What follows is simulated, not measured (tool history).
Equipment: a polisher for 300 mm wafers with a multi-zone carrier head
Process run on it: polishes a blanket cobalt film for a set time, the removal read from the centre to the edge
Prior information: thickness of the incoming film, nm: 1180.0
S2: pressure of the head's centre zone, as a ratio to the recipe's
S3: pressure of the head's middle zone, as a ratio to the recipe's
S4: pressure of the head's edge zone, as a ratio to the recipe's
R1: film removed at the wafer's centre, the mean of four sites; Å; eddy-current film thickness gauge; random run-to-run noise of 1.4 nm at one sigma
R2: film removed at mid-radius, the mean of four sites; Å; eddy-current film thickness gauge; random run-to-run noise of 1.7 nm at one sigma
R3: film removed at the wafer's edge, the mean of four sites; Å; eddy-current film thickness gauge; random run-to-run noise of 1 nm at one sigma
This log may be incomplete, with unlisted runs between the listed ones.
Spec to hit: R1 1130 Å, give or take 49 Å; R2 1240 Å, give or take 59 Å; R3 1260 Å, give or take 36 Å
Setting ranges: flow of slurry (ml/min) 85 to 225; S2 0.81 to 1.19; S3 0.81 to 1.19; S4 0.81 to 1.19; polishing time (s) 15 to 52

Run 1, hour 0: flow of slurry (ml/min) 145, S2 1, S3 1, S4 1, polishing time (s) 33. Result: R1 1967.5 Å, R2 2033.2 Å, R3 1939.4 Å.
Run 2, hour 7.6: flow of slurry (ml/min) 145, S2 0.94, S3 1, S4 1, polishing time (s) 33. Result: R1 1844.9 Å, R2 1966 Å, R3 1939.3 Å.
Run 3, hour 14.5: flow of slurry (ml/min) 140, S2 0.92, S3 0.99, S4 0.97, polishing time (s) 31. Result: R1 1657.6 Å, R2 1825.5 Å, R3 1786.6 Å.
Run 4, hour 16.1: flow of slurry (ml/min) 140, S2 0.92, S3 0.99, S4 0.97, polishing time (s) 39. Result: R1 2164 Å, R2 2295 Å, R3 2230.6 Å.
Run 5, hour 24: flow of slurry (ml/min) 140, S2 0.84, S3 0.99, S4 0.97, polishing time (s) 39. Result: R1 1943 Å, R2 2353.3 Å, R3 2245 Å.
Run 6, hour 27: flow of slurry (ml/min) 140, S2 0.84, S3 0.99, S4 0.97, polishing time (s) 32. Result: R1 1560 Å, R2 1901.2 Å, R3 1842.7 Å.
Run 7, hour 28.9: flow of slurry (ml/min) 135, S2 0.85, S3 0.97, S4 0.94, polishing time (s) 30. Result: R1 1495.8 Å, R2 1708.8 Å, R3 1689.6 Å.
Run 8, hour 35.2: flow of slurry (ml/min) 130, S2 0.84, S3 0.96, S4 0.92, polishing time (s) 28. Result: R1 1356.8 Å, R2 1587.1 Å, R3 1552.8 Å.
Run 9, hour 40: flow of slurry (ml/min) 125, S2 0.84, S3 0.94, S4 0.9, polishing time (s) 27. Result: R1 1297.6 Å, R2 1483.7 Å, R3 1476 Å.
Run 10, hour 40.7: flow of slurry (ml/min) 120, S2 0.84, S3 0.93, S4 0.88, polishing time (s) 27. Result: R1 1275.1 Å, R2 1484.3 Å, R3 1434.5 Å.
Run 11, hour 44.5: flow of slurry (ml/min) 115, S2 0.84, S3 0.91, S4 0.87, polishing time (s) 27. Result: R1 1247.2 Å, R2 1394 Å, R3 1453.9 Å.
Run 12, hour 45.8: flow of slurry (ml/min) 115, S2 0.84, S3 0.91, S4 0.86, polishing time (s) 26. Result: R1 1204.2 Å, R2 1371.2 Å, R3 1366.5 Å.
Run 13, hour 52.2: flow of slurry (ml/min) 110, S2 0.84, S3 0.9, S4 0.85, polishing time (s) 26. Result: R1 1201.5 Å, R2 1313.7 Å, R3 1355 Å.

4 next moves are on the table. One of them brings every result within its allowed miss. Which?
Run A, hour 58.6: flow of slurry (ml/min) 140, S2 0.94, S3 0.82, S4 0.81, polishing time (s) 23. Result: R1 ?, R2 ?, R3 ?.
Run B, hour 58.6: flow of slurry (ml/min) 120, S2 0.87, S3 0.92, S4 0.9, polishing time (s) 23. Result: R1 ?, R2 ?, R3 ?.
Run C, hour 58.6: flow of slurry (ml/min) 125, S2 0.88, S3 0.98, S4 0.88, polishing time (s) 25. Result: R1 ?, R2 ?, R3 ?.
Run D, hour 58.6: flow of slurry (ml/min) 120, S2 0.87, S3 1.03, S4 0.81, polishing time (s) 24. Result: R1 ?, R2 ?, R3 ?.

move      R1      R2      R3
   A  1262.8  1170.7  1216.7
   B  1119.2  1239.4    1240
   C  1246.4  1435.7    1343
   D  1168.7  1422.3  1232.5
A: takes the biggest miss from the last run beyond its target
B: all results land within tolerance of their targets
C: the biggest miss grows against the last run
D: the worst result of the last run now meets its target, but another is out of spec
B meets every target.

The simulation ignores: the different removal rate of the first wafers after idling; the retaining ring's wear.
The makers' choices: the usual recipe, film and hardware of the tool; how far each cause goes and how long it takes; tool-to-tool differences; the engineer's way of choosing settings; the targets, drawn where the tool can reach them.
